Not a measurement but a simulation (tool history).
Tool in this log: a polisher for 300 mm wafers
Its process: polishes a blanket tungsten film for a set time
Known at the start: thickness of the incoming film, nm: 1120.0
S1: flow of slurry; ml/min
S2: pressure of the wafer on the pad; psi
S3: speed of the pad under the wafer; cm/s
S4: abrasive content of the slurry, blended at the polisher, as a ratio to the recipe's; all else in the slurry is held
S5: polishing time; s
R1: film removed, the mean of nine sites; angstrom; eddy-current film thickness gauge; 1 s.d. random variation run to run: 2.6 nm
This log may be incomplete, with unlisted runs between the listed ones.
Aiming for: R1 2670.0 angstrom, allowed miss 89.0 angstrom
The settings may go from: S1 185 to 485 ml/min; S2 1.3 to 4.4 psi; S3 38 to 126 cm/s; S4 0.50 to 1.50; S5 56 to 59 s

run  hour   S1   S2  S3    S4  S5      R1
  1   0.0  310  2.8  82  1.00  56  1595.2
  2   4.5  375  2.8  82  1.00  56  1613.4
  3  10.0  375  3.2  82  1.00  56  1844.4
  4  11.4  375  3.2  82  1.00  56  1855.2
  5  16.4  375  3.5  82  1.00  56  2030.6
  6  20.5  375  3.7  82  1.00  56  2125.8
  7  24.9  375  3.9  82  1.00  56  2253.1
  8  25.6  375  4.4  82  1.00  56  2529.6
  9  28.0  380  4.4  84  1.00  56  2574.8

5 candidate next runs follow, results not yet known. Just one meets every target within its allowed miss. Identify it.
  A  30.4  375  4.4  86  1.00  58   ?
  B  30.4  300  4.4  96  0.95  59   ?
  C  30.4  420  4.4  90  1.00  59   ?
  D  30.4  370  4.4  76  1.00  57   ?
  E  30.4  410  4.4  94  1.00  59   ?

move      R1
   A  2654.4
   B  2820.0
   C  2803.3
   D  2405.9
   E  2882.7
A: meets every target
B: the result that was furthest off in the last run now lies on the other side of its target
C: the result that was furthest off in the last run now lies on the other side of its target
D: its largest miss is bigger than the last run's
E: the result that was furthest off in the last run now lies on the other side of its target
A meets every target.

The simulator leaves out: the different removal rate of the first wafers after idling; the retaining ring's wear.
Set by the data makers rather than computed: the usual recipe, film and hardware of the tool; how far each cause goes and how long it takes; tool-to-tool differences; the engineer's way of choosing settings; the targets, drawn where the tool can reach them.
